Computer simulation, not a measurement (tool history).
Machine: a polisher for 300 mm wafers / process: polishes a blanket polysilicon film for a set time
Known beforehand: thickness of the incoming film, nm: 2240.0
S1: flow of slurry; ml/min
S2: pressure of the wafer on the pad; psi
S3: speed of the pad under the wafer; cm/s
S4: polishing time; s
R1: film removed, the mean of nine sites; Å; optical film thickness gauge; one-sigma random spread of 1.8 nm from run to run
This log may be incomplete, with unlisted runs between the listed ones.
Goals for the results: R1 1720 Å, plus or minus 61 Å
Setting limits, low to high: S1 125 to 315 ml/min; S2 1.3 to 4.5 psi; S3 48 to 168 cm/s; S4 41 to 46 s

{"run": 1, "hour": 0.0, "S1": 205, "S2": 2.9, "S3": 108, "S4": 46, "R1": 4632.3}
{"run": 2, "hour": 8.0, "S1": 205, "S2": 2.9, "S3": 122, "S4": 46, "R1": 5072.3}
{"run": 3, "hour": 11.1, "S1": 205, "S2": 2.4, "S3": 122, "S4": 46, "R1": 4460.8}
{"run": 4, "hour": 15.3, "S1": 205, "S2": 2.1, "S3": 102, "S4": 45, "R1": 3361.4}
{"run": 5, "hour": 17.8, "S1": 205, "S2": 2.1, "S3": 102, "S4": 41, "R1": 2994}
{"run": 6, "hour": 22.1, "S1": 205, "S2": 2.1, "S3": 126, "S4": 41, "R1": 3775.1}
{"run": 7, "hour": 25.9, "S1": 200, "S2": 1.9, "S3": 110, "S4": 41, "R1": 2977.1}
{"run": 8, "hour": 34.4, "S1": 185, "S2": 1.7, "S3": 102, "S4": 41, "R1": 2544.3}
{"run": 9, "hour": 37.7, "S1": 175, "S2": 1.6, "S3": 96, "S4": 41, "R1": 2334.7}
{"run": 10, "hour": 44.1, "S1": 170, "S2": 1.5, "S3": 90, "S4": 41, "R1": 2052.8}
{"run": 11, "hour": 53.0, "S1": 160, "S2": 1.4, "S3": 88, "S4": 41, "R1": 1944}
{"run": 12, "hour": 57.5, "S1": 155, "S2": 1.4, "S3": 86, "S4": 41, "R1": 1880.6}
{"run": 13, "hour": 58.3, "S1": 150, "S2": 1.4, "S3": 86, "S4": 41, "R1": 1853.1}
{"run": 14, "hour": 65.7, "S1": 145, "S2": 1.4, "S3": 86, "S4": 41, "R1": 1864.2}
{"run": 15, "hour": 70.5, "S1": 140, "S2": 1.4, "S3": 86, "S4": 41, "R1": 1799.9}
{"run": 16, "hour": 75.2, "S1": 135, "S2": 1.4, "S3": 86, "S4": 41, "R1": 1797}

Which one of the following 5 next-run settings gets every result inside its allowed miss? There is exactly one.
{"run": "A", "hour": 79.9, "S1": 130, "S2": 1.4, "S3": 74, "S4": 41, "R1": "?"}
{"run": "B", "hour": 79.9, "S1": 140, "S2": 1.4, "S3": 74, "S4": 44, "R1": "?"}
{"run": "C", "hour": 79.9, "S1": 155, "S2": 1.3, "S3": 76, "S4": 41, "R1": "?"}
{"run": "D", "hour": 79.9, "S1": 140, "S2": 1.3, "S3": 76, "S4": 41, "R1": "?"}
{"run": "E", "hour": 79.9, "S1": 160, "S2": 1.6, "S3": 78, "S4": 41, "R1": "?"}

move=A R1=1556.1
move=B R1=1693.7
move=C R1=1573.8
move=D R1=1545.9
move=E R1=1851.8
A: moves the result that the last run missed by most past its target, out the other side
B: every result lands within tolerance
C: moves the result that the last run missed by most past its target, out the other side
D: moves the result that the last run missed by most past its target, out the other side
E: moves away from the targets compared with the last run
B meets every target.
